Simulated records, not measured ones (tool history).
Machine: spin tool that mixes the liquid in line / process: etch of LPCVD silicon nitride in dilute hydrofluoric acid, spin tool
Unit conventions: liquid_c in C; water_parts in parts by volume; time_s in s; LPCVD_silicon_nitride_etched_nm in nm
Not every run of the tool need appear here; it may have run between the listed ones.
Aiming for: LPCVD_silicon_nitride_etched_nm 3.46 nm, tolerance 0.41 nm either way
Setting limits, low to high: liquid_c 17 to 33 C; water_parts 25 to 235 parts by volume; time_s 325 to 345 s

run  hour  liquid_c  water_parts  time_s  LPCVD_silicon_nitride_etched_nm
  1     0        25          130     325                           1.2736
  2   0.9      25.5          120     325                           1.4155
  3     5        26          110     325                           1.7061
  4  12.2      26.5          105     325                           1.8925
  5  14.2        27          105     325                           1.7658
  6  21.8        27          100     325                            1.941
  7  28.2        27          100     325                            2.034
  8  36.4      27.5          100     325                           1.8266
  9  37.7      27.5           95     325                           2.2081

Of the 5 settings listed for the next run, only one would bring every result within its allowed miss of target. Which one?
  A    39        26          175     325                                ?
  B    39      24.5          145     325                                ?
  C    39        24          120     325                                ?
  D    39        28          120     330                                ?
  E    39        28           60     345                                ?

move  LPCVD_silicon_nitride_etched_nm
   A                           1.0498
   B                           1.1506
   C                           1.3434
   D                           1.7637
   E                           3.6783
A: its largest miss is bigger than the last run's
B: its largest miss is bigger than the last run's
C: its largest miss is bigger than the last run's
D: its largest miss is bigger than the last run's
E: every result lands within tolerance
The right move is E.
